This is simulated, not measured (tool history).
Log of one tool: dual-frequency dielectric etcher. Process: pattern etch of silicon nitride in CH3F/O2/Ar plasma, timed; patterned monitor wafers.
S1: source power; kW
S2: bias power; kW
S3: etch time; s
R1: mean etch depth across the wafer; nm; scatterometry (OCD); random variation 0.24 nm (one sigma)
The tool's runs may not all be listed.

| run | hour | S1 | S2 | S3 | R1 |
|---|---|---|---|---|---|
| 1 | 0 | 0.44 | 0.053 | 96 | 68.852 |
| 2 | 5.9 | 0.44 | 0.053 | 96 | 69.038 |
| 3 | 7.2 | 0.42 | 0.051 | 96 | 66.134 |
| 4 | 13.5 | 0.42 | 0.051 | 96 | 66.711 |
| 5 | 17.7 | 0.4 | 0.049 | 96 | 64.03 |
| 6 | 19.4 | 0.4 | 0.049 | 96 | 63.681 |

What will run 7 give?
| 7 | 27.7 | 0.38 | 0.048 | 96 | ? |

R1: 62.354 nm

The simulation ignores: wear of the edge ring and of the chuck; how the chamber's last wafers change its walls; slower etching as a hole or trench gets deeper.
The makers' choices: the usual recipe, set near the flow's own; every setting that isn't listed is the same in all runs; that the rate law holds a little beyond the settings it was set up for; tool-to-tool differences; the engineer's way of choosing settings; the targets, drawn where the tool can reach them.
